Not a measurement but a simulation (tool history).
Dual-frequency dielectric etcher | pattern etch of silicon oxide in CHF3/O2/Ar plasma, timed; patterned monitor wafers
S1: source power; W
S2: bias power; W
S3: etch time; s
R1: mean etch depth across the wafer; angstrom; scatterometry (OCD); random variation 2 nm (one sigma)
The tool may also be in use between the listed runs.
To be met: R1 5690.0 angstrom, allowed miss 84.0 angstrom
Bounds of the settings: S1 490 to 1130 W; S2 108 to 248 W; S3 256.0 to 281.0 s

Run 1, hour 0.0: S1 810 W, S2 178 W, S3 281.0 s. Result: R1 6893.1 angstrom.
Run 2, hour 5.5: S1 720 W, S2 170 W, S3 280.0 s. Result: R1 6556.9 angstrom.
Run 3, hour 10.0: S1 790 W, S2 170 W, S3 280.0 s. Result: R1 6687.1 angstrom.
Run 4, hour 18.7: S1 710 W, S2 160 W, S3 279.0 s. Result: R1 6341.8 angstrom.
Run 5, hour 24.0: S1 710 W, S2 160 W, S3 281.0 s. Result: R1 6405.3 angstrom.
Run 6, hour 30.1: S1 810 W, S2 160 W, S3 281.0 s. Result: R1 6646.1 angstrom.
Run 7, hour 32.3: S1 730 W, S2 153 W, S3 280.5 s. Result: R1 6312.1 angstrom.
Run 8, hour 33.0: S1 670 W, S2 150 W, S3 280.5 s. Result: R1 6139.7 angstrom.
Run 9, hour 33.9: S1 620 W, S2 148 W, S3 280.5 s. Result: R1 5991.8 angstrom.
Run 10, hour 37.8: S1 590 W, S2 147 W, S3 280.5 s. Result: R1 5907.4 angstrom.
Run 11, hour 41.0: S1 570 W, S2 146 W, S3 280.5 s. Result: R1 5860.0 angstrom.

5 next moves are on the table. One of them brings every result within its allowed miss. Which?
Run A, hour 44.2: S1 570 W, S2 132 W, S3 269.5 s. Result: R1 ?.
Run B, hour 44.2: S1 550 W, S2 139 W, S3 269.5 s. Result: R1 ?.
Run C, hour 44.2: S1 600 W, S2 119 W, S3 276.5 s. Result: R1 ?.
Run D, hour 44.2: S1 490 W, S2 166 W, S3 269.0 s. Result: R1 ?.
Run E, hour 44.2: S1 620 W, S2 144 W, S3 260.0 s. Result: R1 ?.

move      R1
   A  5398.7
   B  5453.1
   C  5406.0
   D  5655.8
   E  5485.5
A: takes the result that was furthest off past its target
B: takes the result that was furthest off past its target
C: takes the result that was furthest off past its target
D: meets every target
E: takes the result that was furthest off past its target
Answer: D
